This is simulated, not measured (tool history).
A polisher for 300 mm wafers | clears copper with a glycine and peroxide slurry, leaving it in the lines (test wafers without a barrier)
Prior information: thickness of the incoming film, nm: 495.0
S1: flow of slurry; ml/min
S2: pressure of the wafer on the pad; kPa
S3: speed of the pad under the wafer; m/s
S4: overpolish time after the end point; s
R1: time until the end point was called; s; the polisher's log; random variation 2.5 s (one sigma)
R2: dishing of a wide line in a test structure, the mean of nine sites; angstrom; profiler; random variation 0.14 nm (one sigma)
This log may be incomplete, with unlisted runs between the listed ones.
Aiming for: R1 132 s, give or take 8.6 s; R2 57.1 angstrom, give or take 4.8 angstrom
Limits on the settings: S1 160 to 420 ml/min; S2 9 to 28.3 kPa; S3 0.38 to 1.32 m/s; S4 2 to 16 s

Run 1, hour 0: S1 270 ml/min, S2 18.6 kPa, S3 0.84 m/s, S4 8 s. Result: R1 92.496 s, R2 290.7 angstrom.
Run 2, hour 8.9: S1 260 ml/min, S2 16.5 kPa, S3 0.8 m/s, S4 7 s. Result: R1 103.04 s, R2 234.78 angstrom.
Run 3, hour 17.1: S1 245 ml/min, S2 15.2 kPa, S3 0.76 m/s, S4 6 s. Result: R1 115.83 s, R2 178.7 angstrom.
Run 4, hour 24.1: S1 245 ml/min, S2 15.2 kPa, S3 0.92 m/s, S4 6 s. Result: R1 99.201 s, R2 216.26 angstrom.
Run 5, hour 32.9: S1 270 ml/min, S2 15.2 kPa, S3 0.92 m/s, S4 6 s. Result: R1 99.755 s, R2 209.74 angstrom.
Run 6, hour 38.8: S1 270 ml/min, S2 16.5 kPa, S3 0.92 m/s, S4 6 s. Result: R1 92.735 s, R2 236.97 angstrom.
Run 7, hour 42: S1 245 ml/min, S2 15.2 kPa, S3 0.88 m/s, S4 5 s. Result: R1 104.66 s, R2 169.85 angstrom.
Run 8, hour 46.1: S1 225 ml/min, S2 15.9 kPa, S3 0.76 m/s, S4 4 s. Result: R1 111.92 s, R2 136.05 angstrom.
Run 9, hour 51.5: S1 210 ml/min, S2 16.5 kPa, S3 0.68 m/s, S4 4 s. Result: R1 118.84 s, R2 121.65 angstrom.
Run 10, hour 58.2: S1 200 ml/min, S2 17.2 kPa, S3 0.62 m/s, S4 4 s. Result: R1 125.73 s, R2 117.41 angstrom.
Run 11, hour 61.3: S1 190 ml/min, S2 17.9 kPa, S3 0.56 m/s, S4 4 s. Result: R1 128.71 s, R2 113.18 angstrom.
Run 12, hour 67.5: S1 185 ml/min, S2 17.9 kPa, S3 0.52 m/s, S4 4 s. Result: R1 139.55 s, R2 107.62 angstrom.
Run 13, hour 75.4: S1 180 ml/min, S2 17.2 kPa, S3 0.52 m/s, S4 4 s. Result: R1 140.43 s, R2 102.59 angstrom.
Run 14, hour 81.8: S1 175 ml/min, S2 17.2 kPa, S3 0.5 m/s, S4 4 s. Result: R1 147.05 s, R2 100.57 angstrom.
Run 15, hour 86: S1 170 ml/min, S2 17.9 kPa, S3 0.48 m/s, S4 4 s. Result: R1 151.35 s, R2 104.19 angstrom.

Next run, 4 choices. One meets every target within its allowed miss, the rest don't. Which?
Run A, hour 90.2: S1 185 ml/min, S2 15.2 kPa, S3 0.38 m/s, S4 6 s. Result: R1 ?, R2 ?.
Run B, hour 90.2: S1 190 ml/min, S2 18.6 kPa, S3 0.7 m/s, S4 2 s. Result: R1 ?, R2 ?.
Run C, hour 90.2: S1 190 ml/min, S2 18.6 kPa, S3 0.54 m/s, S4 2 s. Result: R1 ?, R2 ?.
Run D, hour 90.2: S1 175 ml/min, S2 20 kPa, S3 0.68 m/s, S4 2 s. Result: R1 ?, R2 ?.

move      R1      R2
   A  194.16  118.59
   B  113.84  68.495
   C  137.82  56.874
   D  111.84  69.725
A: misses by more than the last run did
B: nearer the targets than the last run, but a result is still out of spec
C: in spec on every target
D: nearer the targets than the last run, but a result is still out of spec
C meets every target.
